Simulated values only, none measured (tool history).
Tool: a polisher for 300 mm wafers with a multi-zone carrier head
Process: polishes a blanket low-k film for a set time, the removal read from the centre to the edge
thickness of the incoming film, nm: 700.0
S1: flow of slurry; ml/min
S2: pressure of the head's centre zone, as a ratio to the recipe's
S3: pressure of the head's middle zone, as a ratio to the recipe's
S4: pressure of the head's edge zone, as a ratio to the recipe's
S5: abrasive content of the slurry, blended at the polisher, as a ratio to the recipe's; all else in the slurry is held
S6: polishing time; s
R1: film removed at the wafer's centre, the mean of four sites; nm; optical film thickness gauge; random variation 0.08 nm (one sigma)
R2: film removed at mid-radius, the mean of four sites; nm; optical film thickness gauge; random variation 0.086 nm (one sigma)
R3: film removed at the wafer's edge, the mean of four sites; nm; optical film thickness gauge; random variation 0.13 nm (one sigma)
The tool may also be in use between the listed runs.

run 1 hour=0.0 | S1=220 S2=1.00 S3=1.00 S4=1.00 S5=1.00 S6=47 | R1=19.050 R2=18.467 R3=18.563
run 2 hour=3.4 | S1=220 S2=1.00 S3=0.98 S4=0.95 S5=0.85 S6=42 | R1=15.803 R2=15.509 R3=15.424
run 3 hour=10.3 | S1=220 S2=1.00 S3=0.98 S4=0.95 S5=1.00 S6=42 | R1=16.736 R2=16.361 R3=15.740
run 4 hour=13.6 | S1=225 S2=1.02 S3=0.95 S4=0.91 S5=0.85 S6=38 | R1=14.741 R2=13.529 R3=13.943
run 5 hour=17.2 | S1=225 S2=1.05 S3=0.97 S4=0.88 S5=0.75 S6=35 | R1=13.389 R2=12.332 R3=11.936
run 6 hour=24.2 | S1=225 S2=0.98 S3=0.97 S4=0.88 S5=0.75 S6=35 | R1=12.651 R2=12.251 R3=11.739

Forecast run 7:
run 7 hour=30.4 | S1=230 S2=0.99 S3=0.96 S4=0.86 S5=0.65 S6=34 | R1=? R2=? R3=?

R1: 11.651 nm
R2: 11.412 nm
R3: 11.099 nm
